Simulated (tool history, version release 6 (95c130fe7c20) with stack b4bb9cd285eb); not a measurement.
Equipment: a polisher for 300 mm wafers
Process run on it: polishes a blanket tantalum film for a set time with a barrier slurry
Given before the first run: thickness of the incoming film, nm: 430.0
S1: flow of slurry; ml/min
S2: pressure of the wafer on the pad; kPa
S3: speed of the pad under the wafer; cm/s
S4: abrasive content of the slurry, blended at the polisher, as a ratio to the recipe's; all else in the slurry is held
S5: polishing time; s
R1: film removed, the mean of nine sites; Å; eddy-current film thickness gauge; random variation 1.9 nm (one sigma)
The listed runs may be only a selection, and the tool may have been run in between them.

Run 1, hour 0.0: S1 285 ml/min, S2 12.4 kPa, S3 106 cm/s, S4 1.00, S5 55 s. Result: R1 913.90 Å.
Run 2, hour 4.2: S1 285 ml/min, S2 12.4 kPa, S3 106 cm/s, S4 0.85, S5 55 s. Result: R1 886.30 Å.
Run 3, hour 10.7: S1 285 ml/min, S2 12.4 kPa, S3 106 cm/s, S4 0.95, S5 55 s. Result: R1 924.66 Å.
Run 4, hour 17.8: S1 285 ml/min, S2 13.1 kPa, S3 106 cm/s, S4 0.95, S5 55 s. Result: R1 959.43 Å.
Run 5, hour 26.8: S1 285 ml/min, S2 13.1 kPa, S3 106 cm/s, S4 1.15, S5 55 s. Result: R1 1010.50 Å.
Run 6, hour 33.9: S1 285 ml/min, S2 13.8 kPa, S3 106 cm/s, S4 1.15, S5 55 s. Result: R1 1045.60 Å.

Run 7 is up next; what results do you expect?
Run 7, hour 37.9: S1 285 ml/min, S2 14.5 kPa, S3 106 cm/s, S4 1.15, S5 55 s. Result: R1 ?.

R1: 1091.00 Å
